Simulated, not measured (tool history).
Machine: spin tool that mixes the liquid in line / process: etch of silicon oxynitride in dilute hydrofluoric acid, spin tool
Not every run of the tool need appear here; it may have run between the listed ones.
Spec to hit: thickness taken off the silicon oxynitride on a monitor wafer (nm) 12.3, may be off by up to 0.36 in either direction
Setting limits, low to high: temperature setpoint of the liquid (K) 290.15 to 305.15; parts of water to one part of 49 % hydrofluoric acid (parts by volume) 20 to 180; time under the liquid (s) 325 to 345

run,day,temperature setpoint of the liquid (K),parts of water to one part of 49 % hydrofluoric acid (parts by volume),time under the liquid (s),thickness taken off the silicon oxynitride on a monitor wafer (nm)
1,0,297.15,100,325,6.7128
2,0.325,299.65,95,325,8.0155
3,0.525,301.15,90,325,9.1222
4,0.8,302.15,85,325,10.108
5,0.896,303.15,85,325,10.574
6,1,303.15,85,325,10.71
7,1.358,303.65,85,325,10.69
8,1.538,305.15,75,325,13.059
9,1.767,305.15,75,325,13.43
10,1.808,304.65,75,325,12.957
11,1.925,304.65,75,325,12.789

Which of these 5 next moves meets every target?
A,2.042,303.65,75,340,?
B,2.042,304.65,75,330,?
C,2.042,304.65,70,325,?
D,2.042,305.15,80,325,?
E,2.042,303.15,80,325,?

move,thickness taken off the silicon oxynitride on a monitor wafer (nm)
A,12.978
B,13.18
C,13.984
D,12.377
E,11.309
A: misses by more than the last run did
B: misses by more than the last run did
C: misses by more than the last run did
D: all results land within tolerance of their targets
E: moves the result that the last run missed by most past its target, out the other side
The right move is D.

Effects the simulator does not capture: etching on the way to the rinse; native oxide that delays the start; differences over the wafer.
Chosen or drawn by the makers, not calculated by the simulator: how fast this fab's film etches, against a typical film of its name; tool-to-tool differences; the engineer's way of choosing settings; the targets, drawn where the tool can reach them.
